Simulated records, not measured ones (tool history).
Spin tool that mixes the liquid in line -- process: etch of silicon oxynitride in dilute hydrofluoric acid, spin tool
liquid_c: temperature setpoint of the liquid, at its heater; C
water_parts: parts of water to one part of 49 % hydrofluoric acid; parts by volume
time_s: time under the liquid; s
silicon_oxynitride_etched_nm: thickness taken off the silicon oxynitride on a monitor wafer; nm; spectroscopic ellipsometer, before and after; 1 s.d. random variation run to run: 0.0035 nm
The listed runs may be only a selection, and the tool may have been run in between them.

run 1 day=0.000 | liquid_c=23.0 water_parts=255 time_s=50 | silicon_oxynitride_etched_nm=0.28307
run 2 day=0.371 | liquid_c=23.0 water_parts=325 time_s=50 | silicon_oxynitride_etched_nm=0.21421
run 3 day=0.633 | liquid_c=20.5 water_parts=325 time_s=50 | silicon_oxynitride_etched_nm=0.19435
run 4 day=0.767 | liquid_c=20.5 water_parts=325 time_s=50 | silicon_oxynitride_etched_nm=0.18447
run 5 day=0.800 | liquid_c=20.0 water_parts=335 time_s=50 | silicon_oxynitride_etched_nm=0.17147
run 6 day=0.883 | liquid_c=17.0 water_parts=335 time_s=50 | silicon_oxynitride_etched_nm=0.15401

Run 7 comes next. What will it give?
run 7 day=0.938 | liquid_c=17.0 water_parts=340 time_s=50 | silicon_oxynitride_etched_nm=?

{"run 7": {"silicon_oxynitride_etched_nm": 0.14436}}
